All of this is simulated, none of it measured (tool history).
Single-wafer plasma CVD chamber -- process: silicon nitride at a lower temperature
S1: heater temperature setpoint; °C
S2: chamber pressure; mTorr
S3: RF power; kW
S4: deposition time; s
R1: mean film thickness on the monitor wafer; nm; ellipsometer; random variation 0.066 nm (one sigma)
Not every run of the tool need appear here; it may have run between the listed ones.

{"run": 1, "hour": 0.0, "S1": 330, "S2": 2030, "S3": 0.245, "S4": 21.3, "R1": 21.379}
{"run": 2, "hour": 6.9, "S1": 330, "S2": 2210, "S3": 0.245, "S4": 21.3, "R1": 21.921}
{"run": 3, "hour": 7.9, "S1": 330, "S2": 2210, "S3": 0.245, "S4": 21.3, "R1": 21.889}
{"run": 4, "hour": 9.9, "S1": 330, "S2": 2210, "S3": 0.265, "S4": 21.3, "R1": 23.264}
{"run": 5, "hour": 11.1, "S1": 330, "S2": 2240, "S3": 0.265, "S4": 21.3, "R1": 23.26}
{"run": 6, "hour": 15.3, "S1": 330, "S2": 2240, "S3": 0.3, "S4": 21.3, "R1": 25.379}
{"run": 7, "hour": 23.3, "S1": 330, "S2": 2110, "S3": 0.3, "S4": 21.3, "R1": 24.808}

Run 8 comes next. What will it give?
{"run": 8, "hour": 23.8, "S1": 330, "S2": 2030, "S3": 0.3, "S4": 21.3, "R1": "?"}

{"run 8": {"R1": 24.625}}

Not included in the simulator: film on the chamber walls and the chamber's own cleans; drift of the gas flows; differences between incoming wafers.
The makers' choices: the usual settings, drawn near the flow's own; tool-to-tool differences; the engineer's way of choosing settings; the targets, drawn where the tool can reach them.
